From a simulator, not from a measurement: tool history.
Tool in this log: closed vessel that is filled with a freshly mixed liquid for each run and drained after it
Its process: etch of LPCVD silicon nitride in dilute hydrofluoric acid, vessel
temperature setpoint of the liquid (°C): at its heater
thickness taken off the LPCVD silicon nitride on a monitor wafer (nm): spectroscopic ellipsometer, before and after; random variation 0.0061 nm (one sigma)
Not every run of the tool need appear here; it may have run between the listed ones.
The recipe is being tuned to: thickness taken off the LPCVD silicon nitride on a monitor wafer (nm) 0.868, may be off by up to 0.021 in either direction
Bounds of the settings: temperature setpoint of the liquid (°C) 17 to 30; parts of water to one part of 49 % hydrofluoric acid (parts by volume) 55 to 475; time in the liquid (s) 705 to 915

| run | hour | temperature setpoint of the liquid (°C) | parts of water to one part of 49 % hydrofluoric acid (parts by volume) | time in the liquid (s) | thickness taken off the LPCVD silicon nitride on a monitor wafer (nm) |
|---|---|---|---|---|---|
| 1 | 0 | 22 | 265 | 915 | 1.5886 |
| 2 | 6.1 | 22 | 265 | 705 | 1.2079 |
| 3 | 7.5 | 20.5 | 265 | 705 | 1.099 |
| 4 | 14.6 | 20.5 | 175 | 705 | 1.6342 |
| 5 | 15.3 | 20.5 | 175 | 705 | 1.6428 |
| 6 | 17.2 | 19.5 | 205 | 705 | 1.325 |
| 7 | 18.4 | 18.5 | 220 | 705 | 1.1523 |
| 8 | 20.5 | 18 | 235 | 705 | 1.0342 |

5 next moves are on the table. One of them brings every result within its allowed miss. Which?
| A | 22.6 | 17 | 220 | 780 | ? |
| B | 22.6 | 17.5 | 240 | 820 | ? |
| C | 22.6 | 17.5 | 305 | 775 | ? |
| D | 22.6 | 18 | 195 | 755 | ? |
| E | 22.6 | 17 | 175 | 705 | ? |

| move | thickness taken off the LPCVD silicon nitride on a monitor wafer (nm) |
|---|---|
| A | 1.1591 |
| B | 1.1592 |
| C | 0.87164 |
| D | 1.3469 |
| E | 1.3046 |
A: the biggest miss grows against the last run
B: the biggest miss grows against the last run
C: each result inside its tolerance
D: the biggest miss grows against the last run
E: the biggest miss grows against the last run
Move C is the one to make.
